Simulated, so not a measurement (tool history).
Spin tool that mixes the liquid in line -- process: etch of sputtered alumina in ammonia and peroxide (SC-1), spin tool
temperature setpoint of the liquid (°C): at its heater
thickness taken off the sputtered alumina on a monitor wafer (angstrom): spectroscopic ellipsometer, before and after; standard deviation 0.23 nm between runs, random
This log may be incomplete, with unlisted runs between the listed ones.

run	day	temperature setpoint of the liquid (°C)	parts of 29 % ammonia solution to one part of 30 % peroxide (parts by volume)	time under the liquid (s)	thickness taken off the sputtered alumina on a monitor wafer (angstrom)
1	0.000	55.0	0.7	325	180.96
2	0.217	56.0	0.7	325	189.25
3	0.358	56.0	0.8	325	190.45
4	0.488	57.0	0.8	325	198.12
5	0.746	57.0	0.8	345	214.60
6	0.921	57.5	0.8	345	219.28
7	1.200	58.0	0.8	345	226.19

Run 8, settings as shown, results not yet in. Your forecast:
8	1.562	58.5	0.8	345	?

{"run 8": {"thickness taken off the sputtered alumina on a monitor wafer (angstrom)": 232.59}}
